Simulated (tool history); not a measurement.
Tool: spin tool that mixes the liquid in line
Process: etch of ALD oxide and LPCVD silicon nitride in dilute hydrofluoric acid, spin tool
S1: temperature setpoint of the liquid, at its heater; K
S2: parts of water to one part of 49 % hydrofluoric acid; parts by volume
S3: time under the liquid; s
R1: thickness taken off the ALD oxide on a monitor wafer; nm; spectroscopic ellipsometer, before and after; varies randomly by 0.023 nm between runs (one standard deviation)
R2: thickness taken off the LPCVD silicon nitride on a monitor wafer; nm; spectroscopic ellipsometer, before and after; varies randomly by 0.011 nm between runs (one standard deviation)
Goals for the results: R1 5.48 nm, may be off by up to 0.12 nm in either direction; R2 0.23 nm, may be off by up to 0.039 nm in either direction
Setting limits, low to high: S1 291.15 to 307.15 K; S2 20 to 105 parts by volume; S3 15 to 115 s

run	hour	S1	S2	S3	R1	R2
1	0	299.15	55	60	13.644	0.64805
2	8.9	299.15	40	60	19.133	0.9343
3	17.7	297.15	50	60	13.881	0.60211
4	24.5	297.15	50	45	10.407	0.45509
5	26	296.15	55	45	9.0347	0.3825
6	31.8	295.15	60	45	7.9487	0.32567
7	40.1	294.65	65	45	7.0909	0.3036
# hour 44.5: hydrofluoric acid flow meter replaced
8	44.5	293.65	65	45	6.4187	0.25918
9	45.9	293.15	65	45	6.2676	0.24757

Below are 4 possible settings for the next run. Only one of them brings all results inside the allowed miss of their targets. Which is it?
A	47.3	292.65	70	45	?	?
B	47.3	303.15	90	40	?	?
C	47.3	295.15	80	60	?	?
D	47.3	292.15	105	70	?	?

move	R1	R2
A	5.6422	0.23922
B	5.7822	0.33219
C	7.2162	0.33211
D	5.5105	0.24221
A: gains on the last run, yet a result remains outside its allowed miss
B: gains on the last run, yet a result remains outside its allowed miss
C: the biggest miss grows against the last run
D: every result lands within tolerance
Move D is the one to make.

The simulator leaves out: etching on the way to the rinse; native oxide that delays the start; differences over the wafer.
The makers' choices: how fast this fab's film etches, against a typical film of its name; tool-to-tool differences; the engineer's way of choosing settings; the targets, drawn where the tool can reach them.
